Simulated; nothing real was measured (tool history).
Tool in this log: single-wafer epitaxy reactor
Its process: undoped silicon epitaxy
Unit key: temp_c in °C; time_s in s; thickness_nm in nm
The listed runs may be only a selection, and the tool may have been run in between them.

run,day,temp_c,time_s,thickness_nm
1,0,645,316,47.591
2,0.333,645,296,44.741
3,0.512,642,296,41.558
4,0.829,640,296,39.242
5,1.158,640,340,45.275
6,1.346,640,321,42.703
7,1.4,640,321,42.908
8,1.454,638,321,40.709

Predict the results of run 9:
9,1.508,636,321,?

thickness_nm: 38.564 nm
